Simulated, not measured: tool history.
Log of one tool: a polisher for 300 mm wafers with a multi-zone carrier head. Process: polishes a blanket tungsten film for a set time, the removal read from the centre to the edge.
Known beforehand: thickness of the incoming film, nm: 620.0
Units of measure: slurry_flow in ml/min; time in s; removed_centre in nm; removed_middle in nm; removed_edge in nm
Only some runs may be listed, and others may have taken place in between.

Run 1, hour 0.0: slurry_flow 230 ml/min, centre_zone 1.00, middle_zone 1.00, edge_zone 1.00, slurry_solids 1.00, time 53 s. Result: removed_centre 155.740 nm, removed_middle 153.380 nm, removed_edge 155.41 nm.
Run 2, hour 5.9: slurry_flow 225 ml/min, centre_zone 0.98, middle_zone 0.98, edge_zone 1.00, slurry_solids 0.95, time 50 s. Result: removed_centre 140.140 nm, removed_middle 139.180 nm, removed_edge 144.31 nm.
Run 3, hour 6.7: slurry_flow 225 ml/min, centre_zone 0.98, middle_zone 0.98, edge_zone 1.06, slurry_solids 0.95, time 50 s. Result: removed_centre 145.390 nm, removed_middle 138.850 nm, removed_edge 147.13 nm.
Run 4, hour 9.3: slurry_flow 220 ml/min, centre_zone 0.96, middle_zone 0.96, edge_zone 1.05, slurry_solids 0.90, time 47 s. Result: removed_centre 130.200 nm, removed_middle 125.380 nm, removed_edge 135.98 nm.
Run 5, hour 11.7: slurry_flow 220 ml/min, centre_zone 0.96, middle_zone 0.96, edge_zone 1.05, slurry_solids 1.05, time 47 s. Result: removed_centre 132.490 nm, removed_middle 131.070 nm, removed_edge 138.53 nm.
Run 6, hour 17.7: slurry_flow 220 ml/min, centre_zone 0.96, middle_zone 0.96, edge_zone 1.05, slurry_solids 1.05, time 56 s. Result: removed_centre 159.480 nm, removed_middle 159.890 nm, removed_edge 172.39 nm.
Run 7, hour 23.8: slurry_flow 165 ml/min, centre_zone 0.86, middle_zone 0.86, edge_zone 1.08, slurry_solids 0.80, time 41 s. Result: removed_centre 92.526 nm, removed_middle 95.345 nm, removed_edge 112.06 nm.
Run 8, hour 32.0: slurry_flow 165 ml/min, centre_zone 0.86, middle_zone 0.85, edge_zone 1.08, slurry_solids 0.75, time 40 s. Result: removed_centre 88.075 nm, removed_middle 87.759 nm, removed_edge 109.95 nm.
Run 9, hour 36.6: slurry_flow 165 ml/min, centre_zone 0.86, middle_zone 0.85, edge_zone 1.06, slurry_solids 0.70, time 39 s. Result: removed_centre 86.374 nm, removed_middle 85.339 nm, removed_edge 105.57 nm.

The next listed run, before its measurement:
Run 10, hour 41.7: slurry_flow 165 ml/min, centre_zone 0.86, middle_zone 0.85, edge_zone 1.05, slurry_solids 0.65, time 38 s. Result: removed_centre ?, removed_middle ?, removed_edge ?.

{"run 10": {"removed_centre": 82.35, "removed_middle": 81.241, "removed_edge": 100.92}}

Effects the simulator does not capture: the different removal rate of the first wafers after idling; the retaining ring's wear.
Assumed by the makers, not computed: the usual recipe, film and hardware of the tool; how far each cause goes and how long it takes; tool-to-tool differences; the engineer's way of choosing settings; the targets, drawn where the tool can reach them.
